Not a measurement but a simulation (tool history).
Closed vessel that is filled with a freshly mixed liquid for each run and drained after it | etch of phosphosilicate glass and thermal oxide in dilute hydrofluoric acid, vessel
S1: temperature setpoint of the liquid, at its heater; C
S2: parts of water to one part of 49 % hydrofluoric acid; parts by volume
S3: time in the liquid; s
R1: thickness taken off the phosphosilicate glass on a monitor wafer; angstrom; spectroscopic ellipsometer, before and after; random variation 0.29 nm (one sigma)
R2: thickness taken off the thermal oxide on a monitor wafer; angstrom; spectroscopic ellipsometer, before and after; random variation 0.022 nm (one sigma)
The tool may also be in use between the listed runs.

Run 1, hour 0.0: S1 26.0 C, S2 130 parts by volume, S3 60 s. Result: R1 486.38 angstrom, R2 25.936 angstrom.
Run 2, hour 1.2: S1 23.5 C, S2 130 parts by volume, S3 60 s. Result: R1 437.06 angstrom, R2 23.089 angstrom.
Run 3, hour 8.4: S1 22.0 C, S2 130 parts by volume, S3 60 s. Result: R1 417.16 angstrom, R2 21.781 angstrom.
Run 4, hour 11.7: S1 25.0 C, S2 130 parts by volume, S3 60 s. Result: R1 470.40 angstrom, R2 24.628 angstrom.
Run 5, hour 13.4: S1 23.0 C, S2 135 parts by volume, S3 60 s. Result: R1 418.98 angstrom, R2 21.998 angstrom.
Run 6, hour 15.4: S1 21.5 C, S2 135 parts by volume, S3 60 s. Result: R1 393.48 angstrom, R2 20.180 angstrom.
Run 7, hour 19.1: S1 21.0 C, S2 140 parts by volume, S3 60 s. Result: R1 365.48 angstrom, R2 19.205 angstrom.

The next listed run, before its measurement:
Run 8, hour 24.4: S1 20.5 C, S2 140 parts by volume, S3 60 s. Result: R1 ?, R2 ?.

Run 8 gave R1 356.39 angstrom, R2 19.109 angstrom.
